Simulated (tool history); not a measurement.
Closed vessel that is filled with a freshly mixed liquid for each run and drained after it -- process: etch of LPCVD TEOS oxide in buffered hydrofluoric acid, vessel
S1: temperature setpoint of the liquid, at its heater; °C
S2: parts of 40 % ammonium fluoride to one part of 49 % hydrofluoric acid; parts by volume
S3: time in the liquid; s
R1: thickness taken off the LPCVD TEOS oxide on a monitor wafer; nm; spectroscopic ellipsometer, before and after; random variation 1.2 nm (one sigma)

run,hour,S1,S2,S3,R1
1,0.0,23.0,14,100,265.73
2,7.4,24.5,14,100,291.59
3,11.1,24.5,14,100,289.17
4,16.1,24.0,14,100,279.33
5,16.9,24.0,17,100,234.36
6,23.1,24.5,17,100,239.75
7,29.7,25.0,17,100,244.37

Estimate the outcome of run 8 from the log above:
8,32.6,26.5,17,100,?

{"run 8": {"R1": 265.57}}
